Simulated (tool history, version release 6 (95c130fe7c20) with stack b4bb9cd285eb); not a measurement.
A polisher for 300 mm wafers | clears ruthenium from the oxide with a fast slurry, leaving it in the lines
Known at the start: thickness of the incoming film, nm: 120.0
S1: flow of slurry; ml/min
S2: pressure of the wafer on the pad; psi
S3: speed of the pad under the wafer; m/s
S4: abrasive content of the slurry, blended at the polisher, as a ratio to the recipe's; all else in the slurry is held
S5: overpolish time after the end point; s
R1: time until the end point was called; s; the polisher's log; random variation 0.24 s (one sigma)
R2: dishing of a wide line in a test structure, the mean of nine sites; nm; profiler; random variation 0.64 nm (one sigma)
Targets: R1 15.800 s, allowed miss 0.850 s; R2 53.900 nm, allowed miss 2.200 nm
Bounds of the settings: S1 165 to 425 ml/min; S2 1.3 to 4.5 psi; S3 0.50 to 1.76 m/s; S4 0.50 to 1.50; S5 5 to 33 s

run  hour   S1   S2    S3    S4  S5      R1      R2
  1   0.0  275  2.9  1.12  1.00  17  24.724  58.293
  2   2.1  275  3.0  1.12  1.00  16  24.267  55.984
  3   8.4  275  3.0  1.32  1.00  16  20.852  62.824
  4  10.0  275  3.1  1.32  1.00  15  20.498  59.595
  5  18.8  275  3.2  1.32  1.00  14  19.987  59.898
  6  25.2  275  2.5  1.32  1.00  14  24.119  50.123
  7  33.4  275  3.3  1.42  1.00   6  17.745  32.040
  8  34.6  275  3.3  1.42  1.00   7  17.908  36.684
  9  35.4  275  3.7  1.44  1.00  13  16.181  63.559
 10  40.2  280  3.7  1.44  1.00  12  16.618  59.083
 11  48.2  275  3.7  1.46  1.00  11  16.289  57.164

4 next moves are on the table. One of them brings every result within its allowed miss. Which?
  A  56.2  260  3.7  1.40  1.15  10   ?   ?
  B  56.2  280  3.7  1.38  0.95  11   ?   ?
  C  56.2  275  3.6  1.38  0.90  13   ?   ?
  D  56.2  275  3.9  1.44  1.00  12   ?   ?

move      R1      R2
   A  15.631  53.332
   B  17.164  53.401
   C  18.067  58.212
   D  15.484  61.422
A: meets every target
B: brings the result that was furthest off to its target, and leaves another outside
C: further off than the last run
D: further off than the last run
Move A is the one to make.
